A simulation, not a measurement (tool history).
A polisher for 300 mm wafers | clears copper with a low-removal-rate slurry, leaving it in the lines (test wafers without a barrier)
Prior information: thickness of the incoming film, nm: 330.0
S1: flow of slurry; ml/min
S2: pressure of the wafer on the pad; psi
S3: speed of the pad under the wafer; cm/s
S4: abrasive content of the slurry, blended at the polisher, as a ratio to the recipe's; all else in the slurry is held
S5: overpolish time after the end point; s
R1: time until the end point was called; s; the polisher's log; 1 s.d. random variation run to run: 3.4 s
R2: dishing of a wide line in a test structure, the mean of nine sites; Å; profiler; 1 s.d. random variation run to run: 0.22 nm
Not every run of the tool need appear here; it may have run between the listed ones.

run	hour	S1	S2	S3	S4	S5	R1	R2
1	0	270	2.2	110	1	29	135.92	457.83
2	1.5	270	2.1	106	1	25	148.38	381.39
3	6.5	310	2.1	106	1	25	143.87	390.02
4	12.7	310	2.1	106	1.2	25	139.18	391.66
5	13.4	310	2.1	106	1.1	25	146.43	398.92
6	14.8	310	2.1	106	1	25	147.79	394.59

Run 7, settings as shown, results not yet in. Your forecast:
7	19.5	305	2	104	1.05	22	?	?

Logged for run 7: R1 152.72 s, R2 329.76 Å.
